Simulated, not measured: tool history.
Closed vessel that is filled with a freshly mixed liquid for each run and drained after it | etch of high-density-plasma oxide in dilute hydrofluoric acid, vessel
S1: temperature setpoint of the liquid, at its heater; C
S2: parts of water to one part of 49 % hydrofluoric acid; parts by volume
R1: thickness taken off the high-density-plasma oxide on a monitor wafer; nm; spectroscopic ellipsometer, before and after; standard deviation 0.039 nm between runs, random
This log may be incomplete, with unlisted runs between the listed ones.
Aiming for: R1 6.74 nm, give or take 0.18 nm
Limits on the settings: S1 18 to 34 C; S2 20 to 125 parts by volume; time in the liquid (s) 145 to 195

{"run": 1, "day": 0.0, "S1": 26, "S2": 70, "time in the liquid (s)": 195, "R1": 18.077}
{"run": 2, "day": 0.121, "S1": 24, "S2": 80, "time in the liquid (s)": 195, "R1": 14.335}
{"run": 3, "day": 0.292, "S1": 24, "S2": 100, "time in the liquid (s)": 195, "R1": 11.397}
{"run": 4, "day": 0.438, "S1": 21.5, "S2": 100, "time in the liquid (s)": 195, "R1": 10.147}
{"run": 5, "day": 0.675, "S1": 21.5, "S2": 100, "time in the liquid (s)": 145, "R1": 7.599}
{"run": 6, "day": 1.054, "S1": 21, "S2": 100, "time in the liquid (s)": 145, "R1": 7.3992}
{"run": 7, "day": 1.171, "S1": 20.5, "S2": 100, "time in the liquid (s)": 145, "R1": 7.2348}
{"run": 8, "day": 1.454, "S1": 20, "S2": 100, "time in the liquid (s)": 145, "R1": 7.1278}
{"run": 9, "day": 1.55, "S1": 19.5, "S2": 100, "time in the liquid (s)": 145, "R1": 6.9422}

Pick the move, out of 4, that brings all results within their allowed miss; only one does.
{"run": "A", "day": 1.646, "S1": 20.5, "S2": 125, "time in the liquid (s)": 185, "R1": "?"}
{"run": "B", "day": 1.646, "S1": 18, "S2": 105, "time in the liquid (s)": 170, "R1": "?"}
{"run": "C", "day": 1.646, "S1": 18, "S2": 110, "time in the liquid (s)": 155, "R1": "?"}
{"run": "D", "day": 1.646, "S1": 18, "S2": 110, "time in the liquid (s)": 165, "R1": "?"}

move=A R1=7.2915
move=B R1=7.334
move=C R1=6.3511
move=D R1=6.7608
A: further off than the last run
B: further off than the last run
C: takes the result that was furthest off past its target
D: each result inside its tolerance
Go with D: it meets all targets.
